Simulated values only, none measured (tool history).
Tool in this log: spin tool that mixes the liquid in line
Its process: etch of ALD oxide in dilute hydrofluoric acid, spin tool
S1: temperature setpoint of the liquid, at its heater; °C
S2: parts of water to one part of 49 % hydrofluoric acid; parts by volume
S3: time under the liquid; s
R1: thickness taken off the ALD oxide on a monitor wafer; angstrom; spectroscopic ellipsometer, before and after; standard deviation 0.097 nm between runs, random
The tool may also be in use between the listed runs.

run	hour	S1	S2	S3	R1
1	0	22	250	85	81.797
2	2.1	22	325	85	59.323
3	3.7	24.5	295	85	73.385
4	10.6	24.5	255	85	87.755
5	16.4	26	255	85	91.651
6	24.1	27	245	85	102.27
7	29.5	28	245	85	104.21
8	37.1	28.5	245	85	105.93

Predict the results of run 9:
9	40.5	29	245	85	?

R1: 107.82 angstrom
